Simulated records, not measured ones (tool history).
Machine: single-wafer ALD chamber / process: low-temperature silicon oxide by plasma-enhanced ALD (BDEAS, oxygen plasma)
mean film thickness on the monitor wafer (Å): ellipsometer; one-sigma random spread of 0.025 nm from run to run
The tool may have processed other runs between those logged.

run	hour	heater temperature setpoint (deg C)	number of ALD cycles (cycles)	mean film thickness on the monitor wafer (Å)
1	0	115	34	45.637
2	2.6	115	30	40.637
3	6.4	115	25	33.674
4	10.4	105	25	34.033
5	17.8	105	23	31.578
6	23.7	105	26	35.841
7	26.9	103	28	38.652
8	34	95	33	45.779
9	42.1	95	34	47.663
10	48.8	95	35	49.138
11	57.4	95	36	50.269
12	66	95	37	51.691
13	68.9	95	38	53.414
14	70	94	39	54.81

The next listed run, before its measurement:
15	78.3	93	39	?

mean film thickness on the monitor wafer (Å): 55.01
